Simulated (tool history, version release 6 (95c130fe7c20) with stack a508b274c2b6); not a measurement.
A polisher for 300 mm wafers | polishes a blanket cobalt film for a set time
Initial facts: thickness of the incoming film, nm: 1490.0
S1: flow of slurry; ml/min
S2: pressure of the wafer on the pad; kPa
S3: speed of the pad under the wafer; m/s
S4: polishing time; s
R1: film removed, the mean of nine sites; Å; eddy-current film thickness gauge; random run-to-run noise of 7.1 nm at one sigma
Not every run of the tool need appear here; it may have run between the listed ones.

run  hour   S1    S2    S3  S4      R1
  1     0  240  15.2  0.86  77    3569
  2   3.1  240  15.2  0.74  77  3122.1
  3   3.7  240  15.2  0.74  81  3273.8
  4   9.3  220  15.2  0.74  81  3297.7
  5    14  220  15.9  0.74  81    3434
  6  22.3  220  15.9  0.58  81  2894.4
  7  28.5  220  16.5  0.58  81  2933.5
  8  30.9  220  17.2   0.6  81  3040.9
  9  35.2  220  17.9  0.62  81  3307.9
 10  43.7  220  18.6  0.62  81  3416.6
 11  52.2  220  19.3  0.62  81  3466.3
 12  57.5  220    20  0.64  81  3745.4

Forecast run 13:
 13  65.1  220  20.7  0.64  81   ?

Logged for run 13: R1 3822.6 Å.

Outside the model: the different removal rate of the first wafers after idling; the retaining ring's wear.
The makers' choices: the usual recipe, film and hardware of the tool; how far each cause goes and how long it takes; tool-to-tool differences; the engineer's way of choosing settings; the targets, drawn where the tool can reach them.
